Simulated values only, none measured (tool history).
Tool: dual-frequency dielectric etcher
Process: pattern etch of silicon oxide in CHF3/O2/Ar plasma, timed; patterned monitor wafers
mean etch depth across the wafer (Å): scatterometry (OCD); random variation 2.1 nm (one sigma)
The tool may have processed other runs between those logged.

run,day,source power (kW),bias power (kW),etch time (s),mean etch depth across the wafer (Å)
1,0.000,0.720,0.200,351.0,7571.2
2,0.150,0.800,0.200,351.0,7951.9
3,0.462,0.690,0.197,351.0,7404.6
4,0.662,0.600,0.197,351.0,6874.6
# day 0.750: bias power generator calibrated
5,0.750,0.600,0.183,351.0,6618.5
6,0.946,0.600,0.201,351.0,6864.6

Run 7 comes next. What will it give?
7,1.158,0.580,0.201,351.0,?

{"run 7": {"mean etch depth across the wafer (Å)": 6761.4}}
